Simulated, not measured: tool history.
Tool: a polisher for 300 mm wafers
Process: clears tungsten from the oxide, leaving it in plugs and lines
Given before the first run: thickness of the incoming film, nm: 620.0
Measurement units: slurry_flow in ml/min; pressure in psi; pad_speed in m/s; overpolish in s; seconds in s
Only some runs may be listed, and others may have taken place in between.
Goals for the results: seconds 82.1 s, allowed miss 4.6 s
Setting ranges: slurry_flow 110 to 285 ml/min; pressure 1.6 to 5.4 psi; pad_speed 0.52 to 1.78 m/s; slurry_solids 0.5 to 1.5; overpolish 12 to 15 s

Run 1, day 0: slurry_flow 180 ml/min, pressure 3.5 psi, pad_speed 1.14 m/s, slurry_solids 1, overpolish 15 s. Result: seconds 120.17 s.
Run 2, day 0.2: slurry_flow 180 ml/min, pressure 3.5 psi, pad_speed 1.14 m/s, slurry_solids 0.9, overpolish 15 s. Result: seconds 118.1 s.
Run 3, day 0.367: slurry_flow 180 ml/min, pressure 3 psi, pad_speed 1.14 m/s, slurry_solids 0.9, overpolish 15 s. Result: seconds 135.8 s.
Run 4, day 0.567: slurry_flow 180 ml/min, pressure 3.6 psi, pad_speed 1.14 m/s, slurry_solids 0.9, overpolish 15 s. Result: seconds 120.2 s.
Run 5, day 0.65: slurry_flow 180 ml/min, pressure 3.6 psi, pad_speed 1.38 m/s, slurry_solids 0.9, overpolish 15 s. Result: seconds 108.45 s.
Run 6, day 0.871: slurry_flow 195 ml/min, pressure 3.6 psi, pad_speed 1.38 m/s, slurry_solids 0.9, overpolish 15 s. Result: seconds 105.16 s.
Run 7, day 1.167: slurry_flow 195 ml/min, pressure 3.9 psi, pad_speed 1.4 m/s, slurry_solids 0.9, overpolish 15 s. Result: seconds 97.326 s.
Run 8, day 1.479: slurry_flow 195 ml/min, pressure 4.1 psi, pad_speed 1.42 m/s, slurry_solids 0.9, overpolish 15 s. Result: seconds 90.726 s.
Run 9, day 1.833: slurry_flow 195 ml/min, pressure 4.2 psi, pad_speed 1.42 m/s, slurry_solids 0.9, overpolish 15 s. Result: seconds 89.084 s.
Run 10, day 1.929: slurry_flow 195 ml/min, pressure 4.3 psi, pad_speed 1.42 m/s, slurry_solids 0.9, overpolish 15 s. Result: seconds 90.526 s.

Which of these 4 next moves meets every target?
Run A, day 2.025: slurry_flow 190 ml/min, pressure 3.9 psi, pad_speed 1.14 m/s, slurry_solids 0.9, overpolish 12 s. Result: seconds ?.
Run B, day 2.025: slurry_flow 225 ml/min, pressure 3.6 psi, pad_speed 1.62 m/s, slurry_solids 0.75, overpolish 15 s. Result: seconds ?.
Run C, day 2.025: slurry_flow 210 ml/min, pressure 4.2 psi, pad_speed 1.58 m/s, slurry_solids 0.9, overpolish 15 s. Result: seconds ?.
Run D, day 2.025: slurry_flow 185 ml/min, pressure 4.1 psi, pad_speed 1.28 m/s, slurry_solids 0.8, overpolish 15 s. Result: seconds ?.

move  seconds
   A   109.13
   B   94.918
   C   81.804
   D   100.11
A: moves away from the targets compared with the last run
B: moves away from the targets compared with the last run
C: meets every target
D: moves away from the targets compared with the last run
Move C is the one to make.

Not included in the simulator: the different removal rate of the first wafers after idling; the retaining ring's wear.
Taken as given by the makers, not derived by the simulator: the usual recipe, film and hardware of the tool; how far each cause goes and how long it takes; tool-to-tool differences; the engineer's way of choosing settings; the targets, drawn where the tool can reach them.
